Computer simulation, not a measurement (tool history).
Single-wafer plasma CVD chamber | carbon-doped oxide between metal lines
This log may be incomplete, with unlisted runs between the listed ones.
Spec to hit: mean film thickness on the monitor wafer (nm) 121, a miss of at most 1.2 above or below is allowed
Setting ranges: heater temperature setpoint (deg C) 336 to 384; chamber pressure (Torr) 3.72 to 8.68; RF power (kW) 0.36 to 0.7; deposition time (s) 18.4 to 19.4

run,hour,heater temperature setpoint (deg C),chamber pressure (Torr),RF power (kW),deposition time (s),mean film thickness on the monitor wafer (nm)
1,0,360,6.2,0.53,19.4,113.01
2,3.2,360,5.15,0.53,19.4,110.31
3,9.5,360,5.15,0.53,18.4,103.96
4,12.6,367,5.15,0.53,18.4,102.99
5,14.9,367,5.52,0.53,18.4,103.69
6,22.5,367,5.52,0.455,18.4,96.812
7,24.9,359,6.51,0.48,18.4,103.18
8,30.9,354,7.19,0.5,18.4,107.34
9,39,351,7.65,0.52,18.4,109.93

Next run, 5 choices. One meets every target within its allowed miss, the rest don't. Which?
A,47.1,336,8.67,0.525,18.5,?
B,47.1,348,8.68,0.57,19,?
C,47.1,357,7.91,0.615,19.4,?
D,47.1,346,7.22,0.54,18.7,?
E,47.1,345,6.54,0.535,19.3,?

move,mean film thickness on the monitor wafer (nm)
A,116.7
B,120.57
C,124.05
D,114.96
E,117.55
A: closes in on the targets versus the last run, not all within tolerance yet
B: all results land within tolerance of their targets
C: the result that was furthest off in the last run now lies on the other side of its target
D: closes in on the targets versus the last run, not all within tolerance yet
E: closes in on the targets versus the last run, not all within tolerance yet
Correct choice: B, which meets every target
